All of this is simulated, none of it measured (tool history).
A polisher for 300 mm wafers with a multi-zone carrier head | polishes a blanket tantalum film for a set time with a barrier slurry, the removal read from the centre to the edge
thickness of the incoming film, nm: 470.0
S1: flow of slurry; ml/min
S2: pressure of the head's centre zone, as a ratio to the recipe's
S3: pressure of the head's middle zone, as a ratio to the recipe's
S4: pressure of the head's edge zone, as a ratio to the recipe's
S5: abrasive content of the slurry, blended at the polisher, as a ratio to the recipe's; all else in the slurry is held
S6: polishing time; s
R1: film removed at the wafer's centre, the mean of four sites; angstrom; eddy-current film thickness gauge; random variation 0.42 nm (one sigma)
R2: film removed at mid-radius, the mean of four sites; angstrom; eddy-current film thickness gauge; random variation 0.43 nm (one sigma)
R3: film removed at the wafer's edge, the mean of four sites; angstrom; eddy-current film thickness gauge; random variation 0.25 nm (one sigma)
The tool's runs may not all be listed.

run 1 hour=0 | S1=235 S2=1 S3=1 S4=1 S5=1 S6=40 | R1=420.49 R2=424.07 R3=399.51
run 2 hour=0.8 | S1=235 S2=1 S3=1 S4=1 S5=1 S6=33 | R1=343.24 R2=345.05 R3=330.68
run 3 hour=5.3 | S1=245 S2=0.99 S3=0.98 S4=1.05 S5=1.05 S6=33 | R1=341.42 R2=352.05 R3=346.64
run 4 hour=11.6 | S1=245 S2=0.99 S3=1.02 S4=1.05 S5=1.05 S6=33 | R1=347.05 R2=362.19 R3=346.51
run 5 hour=14.6 | S1=255 S2=1 S3=0.99 S4=1.09 S5=1.1 S6=33 | R1=360.95 R2=356.45 R3=356.32
-- hour=20 worn pad replaced by a new one
run 6 hour=20 | S1=255 S2=1 S3=0.99 S4=1.09 S5=1.1 S6=40 | R1=457.67 R2=468.51 R3=460.37
run 7 hour=22 | S1=255 S2=1 S3=0.99 S4=1.09 S5=1.1 S6=40 | R1=458.86 R2=460.19 R3=461.41
run 8 hour=22.8 | S1=235 S2=0.98 S3=0.94 S4=1.07 S5=1.05 S6=40 | R1=438.69 R2=445.01 R3=453.15

Run 9 comes next. What will it give?
run 9 hour=25.4 | S1=230 S2=0.98 S3=0.9 S4=1.07 S5=0.9 S6=40 | R1=? R2=? R3=?

Run 9 gave R1 415.15 angstrom, R2 397.47 angstrom, R3 429.08 angstrom.

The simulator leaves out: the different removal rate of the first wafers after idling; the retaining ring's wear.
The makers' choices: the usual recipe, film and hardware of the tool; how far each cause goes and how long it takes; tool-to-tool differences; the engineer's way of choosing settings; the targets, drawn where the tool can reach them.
